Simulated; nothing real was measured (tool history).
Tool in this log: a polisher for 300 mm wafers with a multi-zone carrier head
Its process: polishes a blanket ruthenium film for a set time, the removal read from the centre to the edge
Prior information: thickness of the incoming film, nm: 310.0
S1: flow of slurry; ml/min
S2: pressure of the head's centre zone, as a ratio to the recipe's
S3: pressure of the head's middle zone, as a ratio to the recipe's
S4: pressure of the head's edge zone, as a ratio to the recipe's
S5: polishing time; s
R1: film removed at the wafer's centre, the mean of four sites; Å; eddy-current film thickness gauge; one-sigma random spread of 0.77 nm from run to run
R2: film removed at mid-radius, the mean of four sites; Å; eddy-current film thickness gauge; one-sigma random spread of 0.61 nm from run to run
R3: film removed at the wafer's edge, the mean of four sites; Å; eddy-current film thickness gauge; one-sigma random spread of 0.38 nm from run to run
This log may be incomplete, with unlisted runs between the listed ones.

run  hour   S1    S2    S3    S4  S5      R1      R2      R3
  1   0.0  245  1.00  1.00  1.00  52  618.44  603.67  591.14
  2   3.4  275  1.00  1.00  1.00  52  624.76  616.95  609.35
  3  11.9  260  0.98  1.00  0.98  52  586.32  605.62  584.78
  4  17.1  245  0.98  1.00  0.96  52  587.77  614.30  583.80
  5  20.0  235  0.98  0.99  0.94  51  577.30  577.76  560.55
  6  23.6  225  0.97  0.99  0.92  51  572.83  577.46  558.71
  7  26.8  225  0.93  1.02  0.84  47  514.97  550.27  492.96
  8  28.5  230  0.93  1.02  0.85  47  505.07  548.97  492.88
  9  32.9  235  0.93  1.02  0.86  47  508.93  559.36  494.34

Run 10 comes next. What will it give?
 10  34.4  235  0.93  1.02  0.87  47   ?   ?   ?

For run 10 the tool returned R1 507.88 Å, R2 543.19 Å, R3 505.60 Å.
